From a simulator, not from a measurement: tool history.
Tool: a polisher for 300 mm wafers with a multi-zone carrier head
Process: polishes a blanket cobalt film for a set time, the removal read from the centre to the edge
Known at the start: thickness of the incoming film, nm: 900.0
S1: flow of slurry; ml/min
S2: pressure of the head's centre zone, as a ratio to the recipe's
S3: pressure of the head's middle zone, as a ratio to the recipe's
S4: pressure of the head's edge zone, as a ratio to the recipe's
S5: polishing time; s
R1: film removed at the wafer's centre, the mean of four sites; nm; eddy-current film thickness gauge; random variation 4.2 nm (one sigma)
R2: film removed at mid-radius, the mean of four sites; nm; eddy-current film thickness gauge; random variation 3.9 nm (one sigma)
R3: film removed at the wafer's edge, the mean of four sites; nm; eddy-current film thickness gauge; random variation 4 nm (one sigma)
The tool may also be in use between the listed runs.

| run | hour | S1 | S2 | S3 | S4 | S5 | R1 | R2 | R3 |
|---|---|---|---|---|---|---|---|---|---|
| 1 | 0 | 180 | 1 | 1 | 1 | 70 | 344.41 | 333.44 | 329.28 |
| 2 | 8.7 | 180 | 1 | 1.08 | 1 | 70 | 344.02 | 365.36 | 340.07 |
| 3 | 13.1 | 180 | 0.99 | 1.06 | 1.03 | 72 | 348.1 | 368.68 | 345.12 |
| 4 | 15 | 180 | 0.99 | 1.06 | 0.94 | 72 | 345.88 | 359.93 | 337.03 |
| 5 | 16.8 | 180 | 0.99 | 1 | 0.94 | 72 | 350.31 | 352.29 | 335.12 |
| 6 | 18.4 | 205 | 0.99 | 1 | 0.94 | 72 | 355.28 | 353.17 | 339.22 |

Forecast run 7:
| 7 | 24.6 | 230 | 0.93 | 0.94 | 1.04 | 83 | ? | ? | ? |

Run 7 gave R1 387.77 nm, R2 391.15 nm, R3 417.51 nm.
